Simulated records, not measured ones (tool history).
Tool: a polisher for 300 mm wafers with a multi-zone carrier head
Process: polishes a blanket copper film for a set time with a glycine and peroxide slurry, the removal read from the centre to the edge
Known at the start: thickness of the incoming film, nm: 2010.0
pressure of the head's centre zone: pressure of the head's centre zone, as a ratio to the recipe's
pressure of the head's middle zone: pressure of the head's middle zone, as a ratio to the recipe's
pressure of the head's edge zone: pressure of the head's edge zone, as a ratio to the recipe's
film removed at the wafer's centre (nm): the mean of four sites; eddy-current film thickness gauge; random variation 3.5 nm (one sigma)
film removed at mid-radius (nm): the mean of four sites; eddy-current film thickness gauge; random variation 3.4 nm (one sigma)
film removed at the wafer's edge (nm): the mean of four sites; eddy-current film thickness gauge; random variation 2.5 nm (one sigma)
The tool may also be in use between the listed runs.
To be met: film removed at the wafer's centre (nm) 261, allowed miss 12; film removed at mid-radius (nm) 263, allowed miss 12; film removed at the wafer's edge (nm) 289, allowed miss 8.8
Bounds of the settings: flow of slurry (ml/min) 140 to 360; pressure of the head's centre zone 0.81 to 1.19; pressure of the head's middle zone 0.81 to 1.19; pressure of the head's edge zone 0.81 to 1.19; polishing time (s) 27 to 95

run,day,flow of slurry (ml/min),pressure of the head's centre zone,pressure of the head's middle zone,pressure of the head's edge zone,polishing time (s),film removed at the wafer's centre (nm),film removed at mid-radius (nm),film removed at the wafer's edge (nm)
1,0,230,1,1,1,61,393.06,392.46,404.5
2,0.104,270,1,1,1,61,408.58,395.62,403.11
3,0.221,300,1,1,1,61,417.42,407.55,407.88
4,0.479,295,0.98,0.98,0.99,59,391.6,387.02,395.51
5,0.567,295,0.94,0.98,0.99,59,383.7,381.63,392.89
6,0.871,290,0.93,0.97,0.98,57,363.09,375.9,378.9
7,0.967,285,0.93,0.95,0.98,55,349.96,351.75,365.5
8,1.162,280,0.92,0.94,0.97,54,341.64,339.03,353.53
9,1.267,270,0.91,0.93,0.96,53,327.7,321.74,350.19
10,1.342,270,0.9,0.93,0.95,52,324.29,322.43,343.4
11,1.467,270,0.89,0.93,0.95,51,301,314.89,341.22
12,1.5,270,0.89,0.93,0.94,50,305.51,307.89,325.85
# day 1.658: worn pad replaced by a new one
13,1.658,220,0.81,0.84,0.89,45,266.2,279.22,317.88
14,1.946,220,0.82,0.84,0.89,45,273.51,279.23,321.53
15,2.096,220,0.82,0.84,0.89,44,267.59,278.63,306.68
16,2.467,220,0.83,0.83,0.89,42,255.6,262.02,299.44

Which of these 4 next moves meets every target?
A,2.838,215,0.86,0.86,0.86,41,?,?,?
B,2.838,195,0.81,0.86,0.98,43,?,?,?
C,2.838,250,0.82,0.82,0.9,43,?,?,?
D,2.838,210,0.81,0.81,0.91,44,?,?,?

move,film removed at the wafer's centre (nm),film removed at mid-radius (nm),film removed at the wafer's edge (nm)
A,264.13,254.11,287.53
B,257.37,262.43,311.19
C,271.05,261.72,310.97
D,266.82,258.77,313.59
A: meets every target
B: further off than the last run
C: further off than the last run
D: further off than the last run
The right move is A.

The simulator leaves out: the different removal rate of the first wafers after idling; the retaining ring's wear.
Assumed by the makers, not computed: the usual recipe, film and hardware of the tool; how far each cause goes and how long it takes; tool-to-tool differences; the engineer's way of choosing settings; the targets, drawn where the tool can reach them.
